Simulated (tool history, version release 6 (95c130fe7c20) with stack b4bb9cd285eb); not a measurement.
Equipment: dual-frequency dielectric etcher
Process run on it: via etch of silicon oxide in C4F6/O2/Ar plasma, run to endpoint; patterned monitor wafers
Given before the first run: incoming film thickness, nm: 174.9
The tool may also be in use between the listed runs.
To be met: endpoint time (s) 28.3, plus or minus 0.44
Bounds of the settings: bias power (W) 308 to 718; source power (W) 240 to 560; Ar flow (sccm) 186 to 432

run 1 hour=0 | bias_power_(W)=513 source_power_(W)=400 Ar_flow_(sccm)=309 | endpoint_time_(s)=32.122
run 2 hour=5.9 | bias_power_(W)=564 source_power_(W)=410 Ar_flow_(sccm)=308 | endpoint_time_(s)=30.987
run 3 hour=8.3 | bias_power_(W)=606 source_power_(W)=420 Ar_flow_(sccm)=307 | endpoint_time_(s)=30.064
run 4 hour=13.5 | bias_power_(W)=636 source_power_(W)=420 Ar_flow_(sccm)=306 | endpoint_time_(s)=29.337
run 5 hour=17 | bias_power_(W)=652 source_power_(W)=420 Ar_flow_(sccm)=306 | endpoint_time_(s)=29.281
run 6 hour=23.8 | bias_power_(W)=652 source_power_(W)=420 Ar_flow_(sccm)=337 | endpoint_time_(s)=29.135
run 7 hour=29 | bias_power_(W)=665 source_power_(W)=420 Ar_flow_(sccm)=337 | endpoint_time_(s)=29.233
run 8 hour=32.7 | bias_power_(W)=680 source_power_(W)=420 Ar_flow_(sccm)=337 | endpoint_time_(s)=29.092

Exactly one of the 4 candidate moves below puts every result within its allowed miss. Which one?
run A hour=36.4 | bias_power_(W)=701 source_power_(W)=400 Ar_flow_(sccm)=338 | endpoint_time_(s)=?
run B hour=36.4 | bias_power_(W)=711 source_power_(W)=420 Ar_flow_(sccm)=273 | endpoint_time_(s)=?
run C hour=36.4 | bias_power_(W)=643 source_power_(W)=410 Ar_flow_(sccm)=336 | endpoint_time_(s)=?
run D hour=36.4 | bias_power_(W)=625 source_power_(W)=440 Ar_flow_(sccm)=377 | endpoint_time_(s)=?

move=A endpoint_time_(s)=29.177
move=B endpoint_time_(s)=28.129
move=C endpoint_time_(s)=29.752
move=D endpoint_time_(s)=29.465
A: misses by more than the last run did
B: every result within its allowed miss
C: misses by more than the last run did
D: misses by more than the last run did
B meets every target.

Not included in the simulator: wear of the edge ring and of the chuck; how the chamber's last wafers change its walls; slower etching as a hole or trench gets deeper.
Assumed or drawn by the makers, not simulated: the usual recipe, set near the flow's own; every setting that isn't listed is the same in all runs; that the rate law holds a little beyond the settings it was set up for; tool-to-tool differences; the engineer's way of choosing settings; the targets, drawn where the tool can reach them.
